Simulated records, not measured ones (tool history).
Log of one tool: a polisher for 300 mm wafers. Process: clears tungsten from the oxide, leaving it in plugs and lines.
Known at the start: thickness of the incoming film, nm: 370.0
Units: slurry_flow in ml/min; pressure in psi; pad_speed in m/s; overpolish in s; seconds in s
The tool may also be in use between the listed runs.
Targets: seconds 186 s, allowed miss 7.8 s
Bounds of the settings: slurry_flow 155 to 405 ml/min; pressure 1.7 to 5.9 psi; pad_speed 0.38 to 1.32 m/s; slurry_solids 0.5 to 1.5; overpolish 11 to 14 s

{"run": 1, "day": 0.0, "slurry_flow": 260, "pressure": 3.8, "pad_speed": 0.84, "slurry_solids": 1, "overpolish": 14, "seconds": 84.285}
{"run": 2, "day": 0.183, "slurry_flow": 290, "pressure": 3.8, "pad_speed": 0.84, "slurry_solids": 1, "overpolish": 14, "seconds": 84.669}
{"run": 3, "day": 0.379, "slurry_flow": 290, "pressure": 3.2, "pad_speed": 0.78, "slurry_solids": 1, "overpolish": 14, "seconds": 107.24}
{"run": 4, "day": 0.738, "slurry_flow": 290, "pressure": 2.4, "pad_speed": 0.78, "slurry_solids": 1, "overpolish": 14, "seconds": 139.68}
{"run": 5, "day": 1.058, "slurry_flow": 290, "pressure": 2.4, "pad_speed": 0.9, "slurry_solids": 1, "overpolish": 14, "seconds": 122.51}
{"run": 6, "day": 1.242, "slurry_flow": 290, "pressure": 2, "pad_speed": 0.9, "slurry_solids": 1, "overpolish": 14, "seconds": 144.49}
{"run": 7, "day": 1.312, "slurry_flow": 290, "pressure": 1.9, "pad_speed": 0.86, "slurry_solids": 1, "overpolish": 14, "seconds": 162.57}
{"run": 8, "day": 1.667, "slurry_flow": 280, "pressure": 1.8, "pad_speed": 0.86, "slurry_solids": 1, "overpolish": 14, "seconds": 172.85}

4 next moves are on the table. One of them brings every result within its allowed miss. Which?
{"run": "A", "day": 2.021, "slurry_flow": 155, "pressure": 2.8, "pad_speed": 0.5, "slurry_solids": 0.9, "overpolish": 11, "seconds": "?"}
{"run": "B", "day": 2.021, "slurry_flow": 285, "pressure": 2, "pad_speed": 0.7, "slurry_solids": 1.05, "overpolish": 11, "seconds": "?"}
{"run": "C", "day": 2.021, "slurry_flow": 390, "pressure": 2.1, "pad_speed": 0.76, "slurry_solids": 0.85, "overpolish": 14, "seconds": "?"}
{"run": "D", "day": 2.021, "slurry_flow": 275, "pressure": 1.8, "pad_speed": 0.86, "slurry_solids": 1.15, "overpolish": 13, "seconds": "?"}

move=A seconds=205.56
move=B seconds=183.43
move=C seconds=166.57
move=D seconds=163.65
A: takes the result that was furthest off past its target
B: meets every target
C: further off than the last run
D: further off than the last run
The right move is B.

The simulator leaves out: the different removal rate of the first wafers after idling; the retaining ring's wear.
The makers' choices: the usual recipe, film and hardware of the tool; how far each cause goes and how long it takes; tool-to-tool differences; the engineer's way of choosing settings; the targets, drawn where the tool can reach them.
